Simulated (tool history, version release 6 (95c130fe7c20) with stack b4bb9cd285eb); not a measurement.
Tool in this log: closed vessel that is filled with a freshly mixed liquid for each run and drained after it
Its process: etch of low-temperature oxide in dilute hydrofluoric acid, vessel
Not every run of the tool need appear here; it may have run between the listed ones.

run    day  temperature setpoint of the liquid (°C)  parts of water to one part of 49 % hydrofluoric acid (parts by volume)  time in the liquid (s)  thickness taken off the low-temperature oxide on a monitor wafer (Å)
  1      0                                       23                                                                      95                      95                                                                204.72
  2  0.267                                       23                                                                      95                     100                                                                215.44
  3  0.292                                       23                                                                      95                     100                                                                216.94
  4  0.542                                       23                                                                      95                      95                                                                207.12
  5   0.85                                     25.5                                                                      85                      95                                                                258.48
  6  1.096                                     27.5                                                                      80                      95                                                                303.41
  7  1.367                                     28.5                                                                      80                      95                                                                310.06
  8  1.529                                     29.5                                                                      80                      95                                                                325.23
  9  1.775                                       31                                                                      70                      95                                                                395.89

Run 10 has not been measured yet. What should we expect?
 10  1.842                                     30.5                                                                      70                      95                                                                     ?

Run 10 produced thickness taken off the low-temperature oxide on a monitor wafer (Å) 389.74.
